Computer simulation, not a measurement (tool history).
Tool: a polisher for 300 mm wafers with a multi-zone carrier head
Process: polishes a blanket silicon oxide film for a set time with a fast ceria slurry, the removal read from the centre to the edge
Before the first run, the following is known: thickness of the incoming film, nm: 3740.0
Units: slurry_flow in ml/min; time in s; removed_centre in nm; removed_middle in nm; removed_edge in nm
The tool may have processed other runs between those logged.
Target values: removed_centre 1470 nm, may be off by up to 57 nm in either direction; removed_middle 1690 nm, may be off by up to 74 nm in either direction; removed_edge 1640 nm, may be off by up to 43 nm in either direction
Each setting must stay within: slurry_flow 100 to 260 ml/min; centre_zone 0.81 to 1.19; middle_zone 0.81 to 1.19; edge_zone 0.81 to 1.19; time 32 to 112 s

| run | day | slurry_flow | centre_zone | middle_zone | edge_zone | time | removed_centre | removed_middle | removed_edge |
|---|---|---|---|---|---|---|---|---|---|
| 1 | 0 | 165 | 1 | 1 | 1 | 72 | 1336 | 1346.7 | 1317.9 |
| 2 | 0.371 | 165 | 1 | 1 | 1.07 | 72 | 1319.7 | 1336.3 | 1339.1 |
| 3 | 0.475 | 165 | 0.96 | 1 | 1.07 | 72 | 1257.8 | 1320 | 1347.7 |
| 4 | 0.588 | 180 | 0.95 | 1.03 | 1.09 | 75 | 1305.6 | 1428.8 | 1432.2 |
| 5 | 0.854 | 180 | 0.95 | 1.03 | 1.09 | 64 | 1149.4 | 1210.8 | 1218.4 |
| 6 | 1.154 | 180 | 0.95 | 1.03 | 1.04 | 64 | 1144.9 | 1209.4 | 1193.3 |
| 7 | 1.229 | 185 | 0.95 | 1.04 | 1.06 | 70 | 1261.6 | 1343.2 | 1311.4 |
| 8 | 1.6 | 185 | 0.94 | 1.05 | 1.08 | 74 | 1296.9 | 1434.5 | 1399.2 |
| 9 | 1.762 | 195 | 0.94 | 1.06 | 1.1 | 76 | 1348.8 | 1502.8 | 1447.8 |
| 10 | 1.883 | 200 | 0.94 | 1.06 | 1.12 | 78 | 1381.7 | 1521.4 | 1499 |
| 11 | 2.158 | 200 | 0.94 | 1.07 | 1.13 | 80 | 1431.5 | 1623.1 | 1563.8 |
| 12 | 2.292 | 205 | 0.94 | 1.07 | 1.14 | 80 | 1424.4 | 1582.4 | 1569.4 |

Which single option among these 5 for the next run brings every result within its allowed miss of target? Just one does.
| A | 2.425 | 205 | 0.94 | 1 | 1.15 | 83 | ? | ? | ? |
| B | 2.425 | 205 | 0.86 | 1.11 | 1.19 | 82 | ? | ? | ? |
| C | 2.425 | 175 | 0.91 | 1.04 | 1.07 | 87 | ? | ? | ? |
| D | 2.425 | 125 | 0.94 | 1.1 | 1.19 | 79 | ? | ? | ? |
| E | 2.425 | 190 | 0.83 | 0.91 | 1.19 | 89 | ? | ? | ? |

| move | removed_centre | removed_middle | removed_edge |
|---|---|---|---|
| A | 1499.6 | 1589.6 | 1632.4 |
| B | 1355.3 | 1702.1 | 1636.9 |
| C | 1492.4 | 1687.7 | 1633.5 |
| D | 1339.6 | 1537.5 | 1513.5 |
| E | 1404.5 | 1576 | 1770.2 |
A: the furthest-off result lands on target, but another misses its tolerance
B: the furthest-off result lands on target, but another misses its tolerance
C: every result within its allowed miss
D: its largest miss is bigger than the last run's
E: takes the biggest miss from the last run beyond its target
C is the move that brings every result within its allowed miss.

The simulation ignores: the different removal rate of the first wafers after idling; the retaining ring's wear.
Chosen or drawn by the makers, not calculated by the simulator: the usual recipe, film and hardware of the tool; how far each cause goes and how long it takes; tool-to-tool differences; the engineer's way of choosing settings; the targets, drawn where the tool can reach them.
